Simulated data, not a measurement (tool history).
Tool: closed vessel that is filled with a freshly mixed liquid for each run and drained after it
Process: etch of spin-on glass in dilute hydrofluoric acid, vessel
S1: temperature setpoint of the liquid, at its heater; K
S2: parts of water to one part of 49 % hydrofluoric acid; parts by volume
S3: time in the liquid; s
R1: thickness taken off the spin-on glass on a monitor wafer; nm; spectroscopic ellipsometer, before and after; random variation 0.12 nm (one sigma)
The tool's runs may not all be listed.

run 1 day=0 | S1=298.15 S2=135 S3=30 | R1=9.7204
run 2 day=0.308 | S1=298.15 S2=135 S3=30 | R1=9.7378
run 3 day=0.65 | S1=298.15 S2=135 S3=30 | R1=9.6603
run 4 day=0.85 | S1=298.15 S2=135 S3=30 | R1=9.6223
run 5 day=0.983 | S1=298.15 S2=135 S3=30 | R1=9.6343
run 6 day=1.046 | S1=298.15 S2=135 S3=30 | R1=9.7636
run 7 day=1.296 | S1=298.15 S2=135 S3=30 | R1=9.713
run 8 day=1.45 | S1=299.15 S2=125 S3=30 | R1=11.044

Forecast run 9:
run 9 day=1.7 | S1=300.15 S2=115 S3=30 | R1=?

{"run 9": {"R1": 12.637}}
